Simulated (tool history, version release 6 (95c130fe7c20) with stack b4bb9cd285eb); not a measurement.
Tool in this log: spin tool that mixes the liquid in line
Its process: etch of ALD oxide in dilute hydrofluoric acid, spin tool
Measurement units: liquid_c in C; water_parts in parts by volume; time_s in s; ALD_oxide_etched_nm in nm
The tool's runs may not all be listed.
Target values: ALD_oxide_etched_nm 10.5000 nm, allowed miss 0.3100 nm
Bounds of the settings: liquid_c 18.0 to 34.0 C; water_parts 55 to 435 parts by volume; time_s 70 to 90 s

{"run": 1, "hour": 0.0, "liquid_c": 26.0, "water_parts": 245, "time_s": 90, "ALD_oxide_etched_nm": 5.7165}
{"run": 2, "hour": 1.9, "liquid_c": 26.0, "water_parts": 195, "time_s": 90, "ALD_oxide_etched_nm": 7.5581}
{"run": 3, "hour": 8.8, "liquid_c": 26.0, "water_parts": 195, "time_s": 70, "ALD_oxide_etched_nm": 5.8649}
{"run": 4, "hour": 11.7, "liquid_c": 26.0, "water_parts": 155, "time_s": 70, "ALD_oxide_etched_nm": 7.6827}
{"run": 5, "hour": 17.5, "liquid_c": 27.0, "water_parts": 155, "time_s": 70, "ALD_oxide_etched_nm": 8.0159}
{"run": 6, "hour": 24.0, "liquid_c": 27.0, "water_parts": 195, "time_s": 70, "ALD_oxide_etched_nm": 6.0736}
{"run": 7, "hour": 31.5, "liquid_c": 27.0, "water_parts": 185, "time_s": 70, "ALD_oxide_etched_nm": 6.473}
{"run": 8, "hour": 33.7, "liquid_c": 27.0, "water_parts": 175, "time_s": 70, "ALD_oxide_etched_nm": 6.8735}
{"run": 9, "hour": 39.0, "liquid_c": 27.0, "water_parts": 175, "time_s": 70, "ALD_oxide_etched_nm": 6.9109}
{"run": 10, "hour": 46.2, "liquid_c": 27.0, "water_parts": 165, "time_s": 70, "ALD_oxide_etched_nm": 7.4803}
{"run": 11, "hour": 52.8, "liquid_c": 27.5, "water_parts": 160, "time_s": 70, "ALD_oxide_etched_nm": 7.8656}
{"run": 12, "hour": 58.8, "liquid_c": 28.0, "water_parts": 160, "time_s": 70, "ALD_oxide_etched_nm": 8.0767}

Next run, 4 choices. One meets every target within its allowed miss, the rest don't. Which?
{"run": "A", "hour": 64.8, "liquid_c": 27.5, "water_parts": 140, "time_s": 70, "ALD_oxide_etched_nm": "?"}
{"run": "B", "hour": 64.8, "liquid_c": 29.0, "water_parts": 130, "time_s": 70, "ALD_oxide_etched_nm": "?"}
{"run": "C", "hour": 64.8, "liquid_c": 29.5, "water_parts": 145, "time_s": 90, "ALD_oxide_etched_nm": "?"}
{"run": "D", "hour": 64.8, "liquid_c": 31.0, "water_parts": 200, "time_s": 70, "ALD_oxide_etched_nm": "?"}

move=A ALD_oxide_etched_nm=9.1676
move=B ALD_oxide_etched_nm=10.5720
move=C ALD_oxide_etched_nm=12.1700
move=D ALD_oxide_etched_nm=6.7434
A: better than the last run, though not everything is in spec
B: meets every target
C: the result that was furthest off in the last run now lies on the other side of its target
D: moves away from the targets compared with the last run
Answer: B
